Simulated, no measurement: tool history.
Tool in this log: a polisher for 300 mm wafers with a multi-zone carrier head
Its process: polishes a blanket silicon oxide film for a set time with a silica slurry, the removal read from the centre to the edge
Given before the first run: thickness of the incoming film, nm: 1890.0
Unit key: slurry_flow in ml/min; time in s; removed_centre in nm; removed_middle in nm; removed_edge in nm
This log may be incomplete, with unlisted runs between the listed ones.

run	hour	slurry_flow	centre_zone	middle_zone	edge_zone	slurry_solids	time	removed_centre	removed_middle	removed_edge
1	0	225	1	1	1	1	33	117.59	118.57	119.37
2	8.4	225	0.96	1	1	1	33	110.85	117.17	120
3	11.9	225	0.97	1.01	0.98	0.9	32	107.78	110.51	111.35
4	13.7	225	0.97	1.01	0.98	0.9	29	96.104	101.54	103.51
5	17.7	225	0.97	0.97	0.98	0.9	29	94.016	100.41	99.888
6	21.4	225	0.98	0.95	0.96	0.85	29	97.192	94.79	99.609
7	29.3	230	0.99	0.99	0.94	0.8	28	90.107	90.843	91.506
8	36.5	235	1	1.01	0.92	0.75	28	89.449	89.984	89.231
9	43.6	235	1.01	1.03	0.9	0.7	28	88.82	91.625	83.198
10	51.8	235	1.01	1.03	0.9	0.7	28	88.192	89.695	82.852
11	52.8	235	1.01	1.03	0.89	0.7	28	88.965	89.267	83.199

Estimate the outcome of run 12 from the log above:
12	59.4	235	1	1.03	0.88	0.7	28	?	?	?

Run 12 produced removed_centre 87.649 nm, removed_middle 92.326 nm, removed_edge 82.567 nm.
